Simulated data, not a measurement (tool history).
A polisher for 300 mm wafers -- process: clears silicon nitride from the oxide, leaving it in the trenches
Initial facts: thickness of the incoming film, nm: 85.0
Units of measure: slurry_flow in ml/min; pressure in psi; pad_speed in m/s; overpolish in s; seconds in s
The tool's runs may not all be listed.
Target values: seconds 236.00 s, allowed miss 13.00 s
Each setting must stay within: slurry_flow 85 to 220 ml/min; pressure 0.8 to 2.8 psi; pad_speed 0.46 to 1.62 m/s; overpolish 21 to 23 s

{"run": 1, "day": 0.0, "slurry_flow": 140, "pressure": 1.8, "pad_speed": 1.04, "overpolish": 21, "seconds": 152.04}
{"run": 2, "day": 0.329, "slurry_flow": 140, "pressure": 2.0, "pad_speed": 1.04, "overpolish": 21, "seconds": 138.53}
{"run": 3, "day": 0.462, "slurry_flow": 170, "pressure": 2.0, "pad_speed": 1.04, "overpolish": 21, "seconds": 132.52}
{"run": 4, "day": 0.617, "slurry_flow": 170, "pressure": 1.8, "pad_speed": 1.02, "overpolish": 21, "seconds": 150.2}
{"run": 5, "day": 0.988, "slurry_flow": 170, "pressure": 1.8, "pad_speed": 0.9, "overpolish": 21, "seconds": 164.12}
{"run": 6, "day": 1.288, "slurry_flow": 170, "pressure": 1.7, "pad_speed": 0.9, "overpolish": 21, "seconds": 178.56}
{"run": 7, "day": 1.562, "slurry_flow": 170, "pressure": 1.7, "pad_speed": 0.9, "overpolish": 21, "seconds": 179.86}
{"day": 1.6, "done": "slurry nozzle cleaned"}
{"run": 8, "day": 1.6, "slurry_flow": 170, "pressure": 1.6, "pad_speed": 0.9, "overpolish": 21, "seconds": 165.94}

Of the 5 settings listed for the next run, only one would bring every result within its allowed miss of target. Which one?
{"run": "A", "day": 1.638, "slurry_flow": 165, "pressure": 1.5, "pad_speed": 0.84, "overpolish": 21, "seconds": "?"}
{"run": "B", "day": 1.638, "slurry_flow": 185, "pressure": 0.9, "pad_speed": 1.0, "overpolish": 21, "seconds": "?"}
{"run": "C", "day": 1.638, "slurry_flow": 165, "pressure": 1.8, "pad_speed": 1.26, "overpolish": 21, "seconds": "?"}
{"run": "D", "day": 1.638, "slurry_flow": 165, "pressure": 1.4, "pad_speed": 0.72, "overpolish": 21, "seconds": "?"}
{"run": "E", "day": 1.638, "slurry_flow": 175, "pressure": 1.5, "pad_speed": 1.3, "overpolish": 21, "seconds": "?"}

move=A seconds=189.59
move=B seconds=257.33
move=C seconds=108.43
move=D seconds=233.72
move=E seconds=124.32
A: moves toward the targets from the last run without getting all of them in spec
B: the result that was furthest off in the last run now lies on the other side of its target
C: the biggest miss grows against the last run
D: every result within its allowed miss
E: the biggest miss grows against the last run
Go with D: it meets all targets.
